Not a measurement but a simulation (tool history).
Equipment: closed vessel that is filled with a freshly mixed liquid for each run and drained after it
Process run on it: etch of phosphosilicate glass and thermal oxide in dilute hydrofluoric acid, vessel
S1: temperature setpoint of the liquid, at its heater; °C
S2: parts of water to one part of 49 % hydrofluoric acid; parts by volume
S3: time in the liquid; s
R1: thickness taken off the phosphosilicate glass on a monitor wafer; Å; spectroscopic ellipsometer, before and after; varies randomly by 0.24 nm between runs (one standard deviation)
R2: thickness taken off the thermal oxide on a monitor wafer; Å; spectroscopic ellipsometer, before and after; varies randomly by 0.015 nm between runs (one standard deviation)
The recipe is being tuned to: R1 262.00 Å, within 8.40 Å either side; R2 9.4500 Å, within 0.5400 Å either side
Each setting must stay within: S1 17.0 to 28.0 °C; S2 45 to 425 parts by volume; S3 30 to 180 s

run 1 hour=0.0 | S1=20.0 S2=235 S3=90 | R1=360.79 R2=12.8780
run 2 hour=3.5 | S1=23.0 S2=235 S3=90 | R1=405.98 R2=14.3780
run 3 hour=11.3 | S1=21.5 S2=245 S3=90 | R1=363.83 R2=13.0500
run 4 hour=12.2 | S1=18.5 S2=245 S3=90 | R1=321.99 R2=11.3360
run 5 hour=19.5 | S1=18.5 S2=245 S3=75 | R1=271.88 R2=9.8595
run 6 hour=28.0 | S1=18.5 S2=275 S3=75 | R1=236.72 R2=8.3265
run 7 hour=31.1 | S1=19.5 S2=275 S3=75 | R1=240.34 R2=8.6299
run 8 hour=34.1 | S1=20.0 S2=275 S3=75 | R1=250.20 R2=8.8103
run 9 hour=41.8 | S1=20.5 S2=275 S3=75 | R1=251.82 R2=9.1796

Pick the move, out of 5, that brings all results within their allowed miss; only one does.
run A hour=49.5 | S1=20.0 S2=295 S3=80 | R1=? R2=?
run B hour=49.5 | S1=19.5 S2=285 S3=85 | R1=? R2=?
run C hour=49.5 | S1=17.0 S2=355 S3=115 | R1=? R2=?
run D hour=49.5 | S1=28.0 S2=170 S3=30 | R1=? R2=?
run E hour=49.5 | S1=22.5 S2=255 S3=60 | R1=? R2=?

move=A R1=242.43 R2=8.6882
move=B R1=264.11 R2=9.4652
move=C R1=246.52 R2=8.8350
move=D R1=240.26 R2=8.6104
move=E R1=239.23 R2=8.5735
A: its largest miss is bigger than the last run's
B: each result inside its tolerance
C: its largest miss is bigger than the last run's
D: its largest miss is bigger than the last run's
E: its largest miss is bigger than the last run's
The move that meets every target is B.
